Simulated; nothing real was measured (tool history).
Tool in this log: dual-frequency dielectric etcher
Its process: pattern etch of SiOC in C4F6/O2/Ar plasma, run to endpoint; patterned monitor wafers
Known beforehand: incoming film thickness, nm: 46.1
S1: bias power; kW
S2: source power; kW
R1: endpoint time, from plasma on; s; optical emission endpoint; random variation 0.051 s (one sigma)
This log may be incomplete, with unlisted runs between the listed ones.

{"run": 1, "day": 0.0, "S1": 0.449, "S2": 0.46, "R1": 14.959}
{"run": 2, "day": 0.075, "S1": 0.449, "S2": 0.38, "R1": 15.815}
{"run": 3, "day": 0.354, "S1": 0.506, "S2": 0.38, "R1": 15.269}
{"run": 4, "day": 0.7, "S1": 0.531, "S2": 0.39, "R1": 14.918}
{"run": 5, "day": 0.742, "S1": 0.531, "S2": 0.46, "R1": 14.302}
{"run": 6, "day": 0.975, "S1": 0.531, "S2": 0.38, "R1": 14.893}

What will run 7 give?
{"run": 7, "day": 1.258, "S1": 0.551, "S2": 0.39, "R1": "?"}

Run 7 gave R1 14.764 s.

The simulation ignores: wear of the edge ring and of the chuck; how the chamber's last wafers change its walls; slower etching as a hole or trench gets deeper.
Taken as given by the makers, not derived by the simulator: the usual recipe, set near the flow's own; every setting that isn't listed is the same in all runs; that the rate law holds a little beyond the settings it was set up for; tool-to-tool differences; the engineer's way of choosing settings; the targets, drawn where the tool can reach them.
